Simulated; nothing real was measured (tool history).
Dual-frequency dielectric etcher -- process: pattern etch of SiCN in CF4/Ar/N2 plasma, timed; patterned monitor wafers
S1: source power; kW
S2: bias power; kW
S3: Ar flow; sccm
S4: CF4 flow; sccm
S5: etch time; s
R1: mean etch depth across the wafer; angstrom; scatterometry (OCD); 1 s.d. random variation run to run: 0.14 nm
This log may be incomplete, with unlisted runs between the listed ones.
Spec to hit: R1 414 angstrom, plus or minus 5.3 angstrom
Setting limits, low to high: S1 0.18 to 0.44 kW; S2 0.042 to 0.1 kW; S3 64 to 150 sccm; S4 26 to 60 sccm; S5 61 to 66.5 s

run,hour,S1,S2,S3,S4,S5,R1
1,0,0.31,0.071,107,43,66.5,382.24
2,6.1,0.28,0.071,107,43,66.5,350.19
3,13.1,0.28,0.071,123,43,66.5,346.17
4,20.6,0.23,0.071,123,43,66.5,298.73
5,27.5,0.23,0.071,123,43,66.5,299.53
6,36.3,0.23,0.071,123,43,66.5,299.33
# hour 40: wet clean of the chamber
7,40,0.29,0.072,123,43,66.5,346.13
8,43,0.31,0.072,123,43,66.5,364.16
9,45.4,0.33,0.072,123,43,66.5,384.99
10,52.9,0.34,0.072,123,43,66.5,391.51
11,56.1,0.34,0.072,123,43,66.5,392.02
12,60.4,0.35,0.072,123,43,66.5,401.01

Exercise: of the 5 proposed moves below, exactly one satisfies all targets within the stated allowed misses. Which move is it?
A,64.7,0.38,0.078,122,44,62.5,?
B,64.7,0.4,0.072,105,42,62.5,?
C,64.7,0.35,0.07,124,42,65.5,?
D,64.7,0.34,0.071,115,42,64.5,?
E,64.7,0.33,0.07,116,42,66.5,?

move,R1
A,411.08
B,422.24
C,387.39
D,378.43
E,379.43
A: in spec on every target
B: takes the result that was furthest off past its target
C: moves away from the targets compared with the last run
D: moves away from the targets compared with the last run
E: moves away from the targets compared with the last run
The move that meets every target is A.
